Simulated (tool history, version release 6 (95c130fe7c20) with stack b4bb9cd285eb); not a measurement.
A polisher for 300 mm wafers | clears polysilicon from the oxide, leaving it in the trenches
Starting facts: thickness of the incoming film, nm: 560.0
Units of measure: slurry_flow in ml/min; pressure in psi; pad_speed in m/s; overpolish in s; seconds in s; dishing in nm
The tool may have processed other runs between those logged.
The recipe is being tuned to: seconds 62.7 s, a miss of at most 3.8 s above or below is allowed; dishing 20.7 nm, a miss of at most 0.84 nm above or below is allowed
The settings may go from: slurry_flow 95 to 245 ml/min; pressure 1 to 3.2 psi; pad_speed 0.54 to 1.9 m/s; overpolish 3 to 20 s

{"run": 1, "hour": 0.0, "slurry_flow": 155, "pressure": 2.1, "pad_speed": 1.22, "overpolish": 10, "seconds": 50.397, "dishing": 44.923}
{"run": 2, "hour": 3.1, "slurry_flow": 155, "pressure": 2.4, "pad_speed": 1.22, "overpolish": 10, "seconds": 43.74, "dishing": 45.795}
{"run": 3, "hour": 7.2, "slurry_flow": 140, "pressure": 2.5, "pad_speed": 1.02, "overpolish": 8, "seconds": 51.198, "dishing": 41.871}
{"run": 4, "hour": 15.9, "slurry_flow": 140, "pressure": 2.7, "pad_speed": 1.02, "overpolish": 8, "seconds": 45.36, "dishing": 41.955}
{"run": 5, "hour": 24.3, "slurry_flow": 140, "pressure": 2.4, "pad_speed": 1.02, "overpolish": 8, "seconds": 53.681, "dishing": 39.922}
{"run": 6, "hour": 29.5, "slurry_flow": 140, "pressure": 2.2, "pad_speed": 1.02, "overpolish": 8, "seconds": 57.346, "dishing": 38.941}
{"run": 7, "hour": 38.5, "slurry_flow": 125, "pressure": 2.3, "pad_speed": 0.88, "overpolish": 7, "seconds": 64.384, "dishing": 34.891}
{"run": 8, "hour": 46.8, "slurry_flow": 115, "pressure": 2.4, "pad_speed": 0.78, "overpolish": 6, "seconds": 70.3, "dishing": 30.109}
{"run": 9, "hour": 55.7, "slurry_flow": 110, "pressure": 2.6, "pad_speed": 0.72, "overpolish": 5, "seconds": 70.88, "dishing": 27.249}
{"run": 10, "hour": 61.5, "slurry_flow": 105, "pressure": 2.8, "pad_speed": 0.66, "overpolish": 4, "seconds": 74.184, "dishing": 22.615}
{"run": 11, "hour": 62.8, "slurry_flow": 105, "pressure": 2.9, "pad_speed": 0.68, "overpolish": 4, "seconds": 69.121, "dishing": 23.747}
{"run": 12, "hour": 63.9, "slurry_flow": 100, "pressure": 3, "pad_speed": 0.68, "overpolish": 4, "seconds": 66.933, "dishing": 24.075}
{"run": 13, "hour": 65.3, "slurry_flow": 100, "pressure": 3.1, "pad_speed": 0.66, "overpolish": 4, "seconds": 66.811, "dishing": 24.102}
{"run": 14, "hour": 69.3, "slurry_flow": 100, "pressure": 3.1, "pad_speed": 0.64, "overpolish": 4, "seconds": 68.878, "dishing": 23.865}
{"run": 15, "hour": 71.3, "slurry_flow": 120, "pressure": 3.2, "pad_speed": 0.58, "overpolish": 3, "seconds": 69.674, "dishing": 19.038}
{"run": 16, "hour": 79.2, "slurry_flow": 115, "pressure": 3.2, "pad_speed": 0.72, "overpolish": 3, "seconds": 59.245, "dishing": 22.182}
{"run": 17, "hour": 87.8, "slurry_flow": 120, "pressure": 3.2, "pad_speed": 0.7, "overpolish": 3, "seconds": 57.954, "dishing": 21.785}

Next run, 5 choices. One meets every target within its allowed miss, the rest don't. Which?
{"run": "A", "hour": 96.4, "slurry_flow": 135, "pressure": 3.2, "pad_speed": 0.74, "overpolish": 3, "seconds": "?", "dishing": "?"}
{"run": "B", "hour": 96.4, "slurry_flow": 200, "pressure": 3, "pad_speed": 0.76, "overpolish": 3, "seconds": "?", "dishing": "?"}
{"run": "C", "hour": 96.4, "slurry_flow": 160, "pressure": 3.2, "pad_speed": 0.62, "overpolish": 3, "seconds": "?", "dishing": "?"}
{"run": "D", "hour": 96.4, "slurry_flow": 95, "pressure": 3.1, "pad_speed": 0.8, "overpolish": 3, "seconds": "?", "dishing": "?"}
{"run": "E", "hour": 96.4, "slurry_flow": 140, "pressure": 3.2, "pad_speed": 0.74, "overpolish": 3, "seconds": "?", "dishing": "?"}

move=A seconds=54.719 dishing=22.826
move=B seconds=53.416 dishing=23.224
move=C seconds=62.824 dishing=20.614
move=D seconds=56.579 dishing=22.279
move=E seconds=54.354 dishing=22.936
A: misses by more than the last run did
B: misses by more than the last run did
C: each result inside its tolerance
D: misses by more than the last run did
E: misses by more than the last run did
Answer: C
